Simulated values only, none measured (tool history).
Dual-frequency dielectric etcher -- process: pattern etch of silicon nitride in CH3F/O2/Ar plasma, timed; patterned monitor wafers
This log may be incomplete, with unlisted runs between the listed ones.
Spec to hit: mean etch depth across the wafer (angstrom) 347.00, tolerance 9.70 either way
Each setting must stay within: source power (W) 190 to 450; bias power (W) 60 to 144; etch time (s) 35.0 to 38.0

run	hour	source power (W)	bias power (W)	etch time (s)	mean etch depth across the wafer (angstrom)
1	0.0	320	102	38.0	299.40
2	8.9	320	102	38.0	297.40
3	15.5	330	104	38.0	306.51
4	18.6	330	121	38.0	330.64
5	22.0	330	106	38.0	311.55
6	26.4	330	118	38.0	326.30
7	32.4	340	118	38.0	330.93
8	34.4	340	118	38.0	332.04

Which of these 5 next moves meets every target?
A	36.4	320	122	35.5	?
B	36.4	330	122	36.5	?
C	36.4	400	111	37.5	?
D	36.4	330	125	36.5	?
E	36.4	360	105	37.5	?

move	mean etch depth across the wafer (angstrom)
A	303.40
B	317.53
C	345.88
D	321.39
E	317.85
A: misses by more than the last run did
B: misses by more than the last run did
C: all results in spec
D: misses by more than the last run did
E: misses by more than the last run did
The right move is C.
